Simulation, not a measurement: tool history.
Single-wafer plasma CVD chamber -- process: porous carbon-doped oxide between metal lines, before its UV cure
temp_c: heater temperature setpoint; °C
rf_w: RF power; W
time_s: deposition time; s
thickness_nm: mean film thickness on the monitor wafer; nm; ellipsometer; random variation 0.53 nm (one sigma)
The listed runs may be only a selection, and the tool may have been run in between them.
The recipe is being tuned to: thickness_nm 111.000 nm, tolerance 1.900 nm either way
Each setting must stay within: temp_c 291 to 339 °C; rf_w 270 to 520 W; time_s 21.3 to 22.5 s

run,day,temp_c,rf_w,time_s,thickness_nm
1,0.000,315,395,22.5,89.805
2,0.021,320,395,22.5,87.035
3,0.333,317,400,22.5,89.208
4,0.692,315,405,22.5,91.120
5,0.762,306,405,22.5,96.768
6,0.938,311,405,22.5,93.064
7,0.962,309,410,22.5,96.228
8,1.338,307,410,22.5,96.141
9,1.567,295,470,22.5,117.990
10,1.629,296,470,22.5,115.300
11,1.850,297,470,22.5,115.170
12,2.050,298,470,22.5,114.730

Which of these 5 next moves meets every target?
A,2.250,292,500,21.6,?
B,2.250,298,475,21.5,?
C,2.250,298,490,22.4,?
D,2.250,293,475,21.7,?
E,2.250,291,485,21.9,?

move,thickness_nm
A,119.290
B,110.050
C,117.250
D,114.530
E,118.900
A: moves away from the targets compared with the last run
B: each result inside its tolerance
C: moves away from the targets compared with the last run
D: closes in on the targets versus the last run, not all within tolerance yet
E: moves away from the targets compared with the last run
Move B is the one to make.

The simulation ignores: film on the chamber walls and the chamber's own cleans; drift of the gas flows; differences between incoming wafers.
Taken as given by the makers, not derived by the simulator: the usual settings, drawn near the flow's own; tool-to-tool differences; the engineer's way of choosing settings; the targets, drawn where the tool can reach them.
